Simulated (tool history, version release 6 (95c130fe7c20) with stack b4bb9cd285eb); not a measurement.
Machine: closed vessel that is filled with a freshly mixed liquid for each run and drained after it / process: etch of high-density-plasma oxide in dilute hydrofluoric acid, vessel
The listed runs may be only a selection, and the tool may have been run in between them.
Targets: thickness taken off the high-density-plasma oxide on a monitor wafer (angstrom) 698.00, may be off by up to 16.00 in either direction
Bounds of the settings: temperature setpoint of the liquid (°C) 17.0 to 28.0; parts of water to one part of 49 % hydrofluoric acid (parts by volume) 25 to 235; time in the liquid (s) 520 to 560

| run | hour | temperature setpoint of the liquid (°C) | parts of water to one part of 49 % hydrofluoric acid (parts by volume) | time in the liquid (s) | thickness taken off the high-density-plasma oxide on a monitor wafer (angstrom) |
|---|---|---|---|---|---|
| 1 | 0.0 | 20.0 | 130 | 520 | 279.80 |
| 2 | 9.1 | 20.0 | 90 | 520 | 421.09 |
| 3 | 16.3 | 21.5 | 90 | 520 | 452.15 |
| 4 | 21.7 | 23.0 | 85 | 520 | 505.98 |
| 5 | 23.9 | 23.0 | 50 | 520 | 898.07 |
| 6 | 26.8 | 20.0 | 50 | 520 | 797.77 |
| 7 | 29.9 | 19.5 | 50 | 520 | 775.25 |
| 8 | 31.5 | 19.0 | 50 | 520 | 764.86 |

Next run, 5 choices. One meets every target within its allowed miss, the rest don't. Which?
| A | 33.1 | 17.5 | 55 | 540 | ? |
| B | 33.1 | 17.5 | 55 | 530 | ? |
| C | 33.1 | 23.0 | 55 | 540 | ? |
| D | 33.1 | 21.5 | 65 | 530 | ? |
| E | 33.1 | 24.0 | 70 | 560 | ? |

| move | thickness taken off the high-density-plasma oxide on a monitor wafer (angstrom) |
|---|---|
| A | 670.31 |
| B | 657.90 |
| C | 845.63 |
| D | 651.76 |
| E | 704.09 |
A: takes the result that was furthest off past its target
B: takes the result that was furthest off past its target
C: lands further from the targets than the last run did
D: takes the result that was furthest off past its target
E: each result inside its tolerance
Move E is the one to make.

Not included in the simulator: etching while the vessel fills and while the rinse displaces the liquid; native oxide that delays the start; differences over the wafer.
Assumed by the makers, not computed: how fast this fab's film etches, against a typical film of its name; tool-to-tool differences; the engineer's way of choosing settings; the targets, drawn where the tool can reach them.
